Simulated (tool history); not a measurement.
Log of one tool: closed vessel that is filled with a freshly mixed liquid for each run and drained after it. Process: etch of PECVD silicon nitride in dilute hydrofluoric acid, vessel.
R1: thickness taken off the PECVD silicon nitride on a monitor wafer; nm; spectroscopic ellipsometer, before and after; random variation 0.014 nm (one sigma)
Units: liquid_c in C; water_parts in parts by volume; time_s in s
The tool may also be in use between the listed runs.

run 1 hour=0 | liquid_c=24 water_parts=205 time_s=210 | R1=1.7984
run 2 hour=6.9 | liquid_c=26 water_parts=205 time_s=210 | R1=2.0285
run 3 hour=10.9 | liquid_c=24.5 water_parts=205 time_s=210 | R1=1.8456
run 4 hour=20.1 | liquid_c=24.5 water_parts=230 time_s=210 | R1=1.6689
run 5 hour=22 | liquid_c=24.5 water_parts=230 time_s=135 | R1=1.0878
run 6 hour=26.1 | liquid_c=26 water_parts=230 time_s=135 | R1=1.2052
run 7 hour=35.4 | liquid_c=27.5 water_parts=225 time_s=135 | R1=1.3279

The next listed run, before its measurement:
run 8 hour=38.5 | liquid_c=28.5 water_parts=220 time_s=135 | R1=?

{"run 8": {"R1": 1.4204}}
